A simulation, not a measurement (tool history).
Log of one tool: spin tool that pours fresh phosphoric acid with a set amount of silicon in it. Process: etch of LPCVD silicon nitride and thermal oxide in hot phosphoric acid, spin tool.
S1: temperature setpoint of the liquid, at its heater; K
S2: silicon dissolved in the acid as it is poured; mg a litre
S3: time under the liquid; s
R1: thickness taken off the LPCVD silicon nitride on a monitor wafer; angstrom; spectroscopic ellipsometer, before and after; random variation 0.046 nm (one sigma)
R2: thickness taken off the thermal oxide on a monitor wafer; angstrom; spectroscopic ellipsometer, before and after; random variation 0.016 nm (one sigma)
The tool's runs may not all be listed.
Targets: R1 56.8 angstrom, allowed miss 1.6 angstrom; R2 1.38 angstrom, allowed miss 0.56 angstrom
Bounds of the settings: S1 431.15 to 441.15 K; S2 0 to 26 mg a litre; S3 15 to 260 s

run,hour,S1,S2,S3,R1,R2
1,0,436.15,11.5,130,118.5,3.5282
2,3.9,436.15,11.5,95,85.659,1.8717
3,8.3,438.15,11.5,95,92.536,3.1513
4,16.5,438.15,11.5,65,63.643,1.8626
5,20.8,438.15,11.5,35,34.135,1.1316
# hour 26: heated supply line repaired
6,26,436.15,11.5,35,33.609,0.93791
7,33.3,437.15,14.5,40,40.185,1.2091
8,38.6,437.15,17,45,45.045,1.0106
9,46.6,438.15,18,45,45.955,1.0596
10,51.6,438.65,18.5,45,46.952,1.2315
11,52.6,439.15,20,45,47.467,1.1961
12,54.9,439.65,21,45,48.897,1.1194
13,59.1,440.15,21,45,49.251,1.0396
14,62.4,440.15,20,45,50.055,1.3578
15,65.5,440.15,21,45,49.269,1.4286
16,74.1,440.15,22,45,49.056,1.3867
17,74.6,440.65,26,65,72.765,1.7728
18,78.4,439.65,23.5,65,70.349,1.6319
19,83.1,439.15,21.5,65,68.268,1.5524
20,84.4,438.65,19.5,65,68.184,1.8691
21,87.7,436.15,24.5,55,52.916,0.97719
22,88.7,436.65,23.5,55,53.324,1.1405
23,94.6,437.15,23.5,55,54.113,1.1384

4 next moves are on the table. One of them brings every result within its allowed miss. Which?
A,100.5,441.15,10.5,45,?,?
B,100.5,431.15,26,65,?,?
C,100.5,438.65,20.5,55,?,?
D,100.5,432.15,26,60,?,?

move,R1,R2
A,51.53,1.9879
B,53.441,0.90095
C,58.057,1.574
D,51.027,0.89607
A: further off than the last run
B: further off than the last run
C: meets every target
D: further off than the last run
The right move is C.
